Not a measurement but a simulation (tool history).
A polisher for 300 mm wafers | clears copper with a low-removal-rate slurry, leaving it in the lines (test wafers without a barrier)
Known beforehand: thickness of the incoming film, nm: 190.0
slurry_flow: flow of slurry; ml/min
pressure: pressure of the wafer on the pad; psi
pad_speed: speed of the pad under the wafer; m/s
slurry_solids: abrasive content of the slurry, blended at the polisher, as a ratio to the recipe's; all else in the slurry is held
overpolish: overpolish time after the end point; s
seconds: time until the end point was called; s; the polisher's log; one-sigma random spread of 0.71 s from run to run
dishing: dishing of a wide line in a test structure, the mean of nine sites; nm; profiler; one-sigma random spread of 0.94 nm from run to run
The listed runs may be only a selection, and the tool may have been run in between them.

{"run": 1, "hour": 0.0, "slurry_flow": 190, "pressure": 2.0, "pad_speed": 1.32, "slurry_solids": 1.0, "overpolish": 16, "seconds": 62.623, "dishing": 30.171}
{"run": 2, "hour": 2.1, "slurry_flow": 190, "pressure": 2.0, "pad_speed": 1.32, "slurry_solids": 1.1, "overpolish": 16, "seconds": 60.886, "dishing": 29.58}
{"run": 3, "hour": 3.8, "slurry_flow": 185, "pressure": 2.1, "pad_speed": 1.32, "slurry_solids": 1.1, "overpolish": 17, "seconds": 59.006, "dishing": 32.944}
{"run": 4, "hour": 8.4, "slurry_flow": 185, "pressure": 1.7, "pad_speed": 1.32, "slurry_solids": 1.1, "overpolish": 17, "seconds": 72.997, "dishing": 26.957}
{"run": 5, "hour": 12.8, "slurry_flow": 185, "pressure": 2.0, "pad_speed": 1.32, "slurry_solids": 1.1, "overpolish": 17, "seconds": 60.241, "dishing": 31.462}
{"run": 6, "hour": 16.6, "slurry_flow": 185, "pressure": 2.0, "pad_speed": 1.32, "slurry_solids": 1.25, "overpolish": 17, "seconds": 62.117, "dishing": 32.139}
{"run": 7, "hour": 18.3, "slurry_flow": 185, "pressure": 2.1, "pad_speed": 1.32, "slurry_solids": 1.25, "overpolish": 18, "seconds": 57.668, "dishing": 35.696}

What will run 8 give?
{"run": 8, "hour": 24.4, "slurry_flow": 185, "pressure": 2.3, "pad_speed": 1.32, "slurry_solids": 1.25, "overpolish": 20, "seconds": "?", "dishing": "?"}

{"run 8": {"seconds": 52.921, "dishing": 40.91}}
